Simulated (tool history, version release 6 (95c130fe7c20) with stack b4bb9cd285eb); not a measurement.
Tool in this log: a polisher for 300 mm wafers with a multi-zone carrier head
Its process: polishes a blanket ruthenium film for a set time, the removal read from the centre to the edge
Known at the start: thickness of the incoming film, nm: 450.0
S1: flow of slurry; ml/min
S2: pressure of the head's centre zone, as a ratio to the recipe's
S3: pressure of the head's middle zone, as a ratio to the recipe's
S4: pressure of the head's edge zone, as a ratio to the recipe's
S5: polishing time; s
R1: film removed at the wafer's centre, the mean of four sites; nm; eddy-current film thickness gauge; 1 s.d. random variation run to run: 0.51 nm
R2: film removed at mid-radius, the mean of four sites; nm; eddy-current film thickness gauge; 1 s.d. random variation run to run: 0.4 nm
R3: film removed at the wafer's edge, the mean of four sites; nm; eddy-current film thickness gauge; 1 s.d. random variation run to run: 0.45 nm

run  hour   S1    S2    S3    S4  S5      R1      R2      R3
  1   0.0  185  1.00  1.00  1.00  61  80.752  79.458  81.872
  2   1.8  185  1.00  1.04  1.00  61  81.304  82.859  80.211
  3   6.8  185  1.00  1.04  1.03  61  80.792  82.426  84.758
  4  11.0  175  1.01  1.00  1.01  55  72.790  71.754  74.240
  5  12.2  175  1.01  0.92  1.01  55  72.336  66.798  74.421
  6  14.3  175  1.01  0.92  1.01  46  61.417  54.984  61.626

What will run 7 give?
  7  19.2  180  1.01  0.90  0.99  43   ?   ?   ?

Run 7 came out at R1 56.988 nm, R2 52.279 nm, R3 57.073 nm.
